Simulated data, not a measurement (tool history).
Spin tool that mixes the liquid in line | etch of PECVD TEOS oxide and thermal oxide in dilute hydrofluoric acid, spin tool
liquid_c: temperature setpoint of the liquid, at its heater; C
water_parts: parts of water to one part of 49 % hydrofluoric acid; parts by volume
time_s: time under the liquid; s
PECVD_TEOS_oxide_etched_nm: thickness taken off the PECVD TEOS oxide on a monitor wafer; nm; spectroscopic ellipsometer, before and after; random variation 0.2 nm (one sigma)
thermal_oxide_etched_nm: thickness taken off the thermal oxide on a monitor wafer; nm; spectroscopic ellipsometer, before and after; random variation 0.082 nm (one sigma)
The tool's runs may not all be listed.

run  hour  liquid_c  water_parts  time_s  PECVD_TEOS_oxide_etched_nm  thermal_oxide_etched_nm
  1     0        25           50      40                      18.098                    3.678
  2   0.9        27           40      40                      24.851                   5.0488
  3   2.7      28.5           35      40                      30.546                   6.1226
  4  10.7      28.5           35      45                      34.698                   6.9038
  5  18.9      28.5           55      45                       21.27                   4.2514
     23.9  -- thermometer replaced
  6  23.9      31.5           55      45                      25.045                   5.0437
  7  27.1        32           50      45                       28.49                   5.7634

Run 8 comes next. What will it give?
  8  35.6      32.5           45      45                           ?                        ?

Run 8 came out at PECVD_TEOS_oxide_etched_nm 32.092 nm, thermal_oxide_etched_nm 6.5409 nm.

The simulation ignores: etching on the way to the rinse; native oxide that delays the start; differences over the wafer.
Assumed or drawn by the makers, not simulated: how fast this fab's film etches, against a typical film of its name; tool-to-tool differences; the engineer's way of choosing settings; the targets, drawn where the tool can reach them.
